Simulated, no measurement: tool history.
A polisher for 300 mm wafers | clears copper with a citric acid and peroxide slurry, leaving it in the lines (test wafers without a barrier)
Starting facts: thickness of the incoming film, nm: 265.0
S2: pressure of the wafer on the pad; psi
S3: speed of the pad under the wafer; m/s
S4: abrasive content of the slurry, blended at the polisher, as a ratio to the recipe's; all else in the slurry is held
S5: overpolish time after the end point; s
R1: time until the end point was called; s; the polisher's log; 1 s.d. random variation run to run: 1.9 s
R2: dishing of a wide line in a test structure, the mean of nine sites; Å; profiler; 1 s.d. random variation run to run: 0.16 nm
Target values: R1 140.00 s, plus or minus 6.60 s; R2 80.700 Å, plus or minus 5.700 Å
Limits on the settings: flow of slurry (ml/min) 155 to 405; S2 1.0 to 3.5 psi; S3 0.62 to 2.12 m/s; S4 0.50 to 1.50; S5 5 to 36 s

{"run": 1, "hour": 0.0, "flow of slurry (ml/min)": 260, "S2": 2.2, "S3": 1.36, "S4": 1.0, "S5": 18, "R1": 115.24, "R2": 314.95}
{"run": 2, "hour": 3.6, "flow of slurry (ml/min)": 260, "S2": 2.0, "S3": 1.4, "S4": 1.0, "S5": 16, "R1": 119.73, "R2": 276.85}
{"run": 3, "hour": 12.5, "flow of slurry (ml/min)": 195, "S2": 2.0, "S3": 1.4, "S4": 1.0, "S5": 16, "R1": 121.68, "R2": 256.4}
{"run": 4, "hour": 15.7, "flow of slurry (ml/min)": 190, "S2": 1.8, "S3": 1.44, "S4": 1.0, "S5": 14, "R1": 134.01, "R2": 215.55}
{"run": 5, "hour": 19.9, "flow of slurry (ml/min)": 185, "S2": 1.7, "S3": 1.48, "S4": 1.0, "S5": 13, "R1": 144.36, "R2": 195.36}
{"run": 6, "hour": 28.4, "flow of slurry (ml/min)": 185, "S2": 1.1, "S3": 1.48, "S4": 1.0, "S5": 13, "R1": 208.4, "R2": 138.62}
{"run": 7, "hour": 30.3, "flow of slurry (ml/min)": 180, "S2": 1.1, "S3": 1.54, "S4": 1.05, "S5": 12, "R1": 202.4, "R2": 129.02}
{"run": 8, "hour": 30.9, "flow of slurry (ml/min)": 175, "S2": 1.1, "S3": 1.62, "S4": 1.1, "S5": 11, "R1": 197.16, "R2": 123.19}
{"run": 9, "hour": 34.1, "flow of slurry (ml/min)": 170, "S2": 1.1, "S3": 1.7, "S4": 1.15, "S5": 10, "R1": 195.74, "R2": 116.57}
{"run": 10, "hour": 35.9, "flow of slurry (ml/min)": 170, "S2": 1.1, "S3": 1.76, "S4": 1.2, "S5": 9, "R1": 178.64, "R2": 112.45}
{"run": 11, "hour": 39.5, "flow of slurry (ml/min)": 170, "S2": 1.1, "S3": 1.82, "S4": 1.25, "S5": 8, "R1": 178.86, "R2": 101.05}
{"run": 12, "hour": 48.2, "flow of slurry (ml/min)": 185, "S2": 1.1, "S3": 1.86, "S4": 1.3, "S5": 8, "R1": 172.37, "R2": 102.83}
{"run": 13, "hour": 54.0, "flow of slurry (ml/min)": 210, "S2": 1.1, "S3": 1.9, "S4": 1.35, "S5": 8, "R1": 164.19, "R2": 109.33}
{"run": 14, "hour": 61.3, "flow of slurry (ml/min)": 200, "S2": 1.1, "S3": 1.94, "S4": 1.35, "S5": 8, "R1": 160.47, "R2": 106.61}
{"run": 15, "hour": 64.3, "flow of slurry (ml/min)": 195, "S2": 1.1, "S3": 1.96, "S4": 1.35, "S5": 8, "R1": 162.98, "R2": 113.73}
{"run": 16, "hour": 72.7, "flow of slurry (ml/min)": 195, "S2": 1.2, "S3": 1.84, "S4": 1.35, "S5": 8, "R1": 157.75, "R2": 113.22}
{"run": 17, "hour": 77.4, "flow of slurry (ml/min)": 190, "S2": 1.2, "S3": 1.88, "S4": 1.35, "S5": 8, "R1": 150.76, "R2": 111.56}
{"run": 18, "hour": 80.9, "flow of slurry (ml/min)": 185, "S2": 1.2, "S3": 1.86, "S4": 1.35, "S5": 8, "R1": 158.0, "R2": 111.62}
{"run": 19, "hour": 84.9, "flow of slurry (ml/min)": 180, "S2": 1.2, "S3": 1.9, "S4": 1.35, "S5": 8, "R1": 156.42, "R2": 114.61}

Which one of the following 5 next-run settings gets every result inside its allowed miss? There is exactly one.
{"run": "A", "hour": 88.9, "flow of slurry (ml/min)": 185, "S2": 1.3, "S3": 1.98, "S4": 1.3, "S5": 5, "R1": "?", "R2": "?"}
{"run": "B", "hour": 88.9, "flow of slurry (ml/min)": 195, "S2": 1.3, "S3": 1.64, "S4": 1.5, "S5": 10, "R1": "?", "R2": "?"}
{"run": "C", "hour": 88.9, "flow of slurry (ml/min)": 185, "S2": 1.4, "S3": 1.9, "S4": 1.3, "S5": 11, "R1": "?", "R2": "?"}
{"run": "D", "hour": 88.9, "flow of slurry (ml/min)": 155, "S2": 1.1, "S3": 2.0, "S4": 1.35, "S5": 15, "R1": "?", "R2": "?"}
{"run": "E", "hour": 88.9, "flow of slurry (ml/min)": 205, "S2": 1.3, "S3": 1.56, "S4": 1.4, "S5": 14, "R1": "?", "R2": "?"}

move=A R1=135.86 R2=83.061
move=B R1=152.40 R2=142.540
move=C R1=130.78 R2=178.870
move=D R1=161.99 R2=192.320
move=E R1=159.23 R2=185.490
A: meets every target
B: lands further from the targets than the last run did
C: lands further from the targets than the last run did
D: lands further from the targets than the last run did
E: lands further from the targets than the last run did
Answer: A

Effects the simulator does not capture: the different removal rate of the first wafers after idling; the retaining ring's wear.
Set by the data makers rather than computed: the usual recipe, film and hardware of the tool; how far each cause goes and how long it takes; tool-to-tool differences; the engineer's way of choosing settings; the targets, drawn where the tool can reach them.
